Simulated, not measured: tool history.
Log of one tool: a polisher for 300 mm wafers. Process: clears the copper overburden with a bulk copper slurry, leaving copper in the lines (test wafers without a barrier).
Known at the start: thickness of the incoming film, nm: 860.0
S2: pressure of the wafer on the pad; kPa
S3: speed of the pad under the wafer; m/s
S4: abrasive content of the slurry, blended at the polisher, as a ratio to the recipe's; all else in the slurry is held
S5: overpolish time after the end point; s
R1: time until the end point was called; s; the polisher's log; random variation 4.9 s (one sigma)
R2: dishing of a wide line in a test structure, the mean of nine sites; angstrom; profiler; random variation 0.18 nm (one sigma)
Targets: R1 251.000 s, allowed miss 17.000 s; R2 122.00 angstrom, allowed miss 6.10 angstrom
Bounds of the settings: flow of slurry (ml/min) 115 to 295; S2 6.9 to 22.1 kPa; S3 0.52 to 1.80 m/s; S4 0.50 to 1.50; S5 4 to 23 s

{"run": 1, "day": 0.0, "flow of slurry (ml/min)": 190, "S2": 14.5, "S3": 1.16, "S4": 1.0, "S5": 12, "R1": 127.94, "R2": 547.19}
{"run": 2, "day": 0.142, "flow of slurry (ml/min)": 190, "S2": 14.5, "S3": 1.16, "S4": 1.0, "S5": 7, "R1": 127.18, "R2": 366.28}
{"run": 3, "day": 0.4, "flow of slurry (ml/min)": 165, "S2": 14.5, "S3": 1.16, "S4": 1.0, "S5": 7, "R1": 130.21, "R2": 365.91}
{"run": 4, "day": 0.571, "flow of slurry (ml/min)": 165, "S2": 14.5, "S3": 1.16, "S4": 1.0, "S5": 10, "R1": 136.35, "R2": 472.44}
{"run": 5, "day": 0.754, "flow of slurry (ml/min)": 165, "S2": 14.5, "S3": 1.16, "S4": 0.85, "S5": 10, "R1": 138.4, "R2": 459.66}
{"day": 0.958, "done": "head pressure recalibrated"}
{"run": 6, "day": 0.958, "flow of slurry (ml/min)": 200, "S2": 14.5, "S3": 1.16, "S4": 0.85, "S5": 10, "R1": 120.43, "R2": 507.08}
{"run": 7, "day": 1.017, "flow of slurry (ml/min)": 210, "S2": 13.8, "S3": 1.08, "S4": 0.95, "S5": 9, "R1": 127.95, "R2": 446.78}
{"run": 8, "day": 1.083, "flow of slurry (ml/min)": 195, "S2": 13.1, "S3": 1.02, "S4": 1.0, "S5": 8, "R1": 143.44, "R2": 379.46}
{"run": 9, "day": 1.271, "flow of slurry (ml/min)": 185, "S2": 12.4, "S3": 0.96, "S4": 1.05, "S5": 7, "R1": 155.35, "R2": 314.41}

4 next moves are on the table. One of them brings every result within its allowed miss. Which?
{"run": "A", "day": 1.458, "flow of slurry (ml/min)": 265, "S2": 19.3, "S3": 1.5, "S4": 0.75, "S5": 11, "R1": "?", "R2": "?"}
{"run": "B", "day": 1.458, "flow of slurry (ml/min)": 175, "S2": 9.0, "S3": 0.72, "S4": 1.2, "S5": 4, "R1": "?", "R2": "?"}
{"run": "C", "day": 1.458, "flow of slurry (ml/min)": 150, "S2": 11.7, "S3": 0.84, "S4": 1.1, "S5": 4, "R1": "?", "R2": "?"}
{"run": "D", "day": 1.458, "flow of slurry (ml/min)": 210, "S2": 17.2, "S3": 1.3, "S4": 1.2, "S5": 11, "R1": "?", "R2": "?"}

move=A R1=75.024 R2=772.17
move=B R1=251.450 R2=123.07
move=C R1=191.170 R2=159.53
move=D R1=88.630 R2=690.37
A: further off than the last run
B: meets every target
C: nearer than the last run, and not there yet
D: further off than the last run
The right move is B.

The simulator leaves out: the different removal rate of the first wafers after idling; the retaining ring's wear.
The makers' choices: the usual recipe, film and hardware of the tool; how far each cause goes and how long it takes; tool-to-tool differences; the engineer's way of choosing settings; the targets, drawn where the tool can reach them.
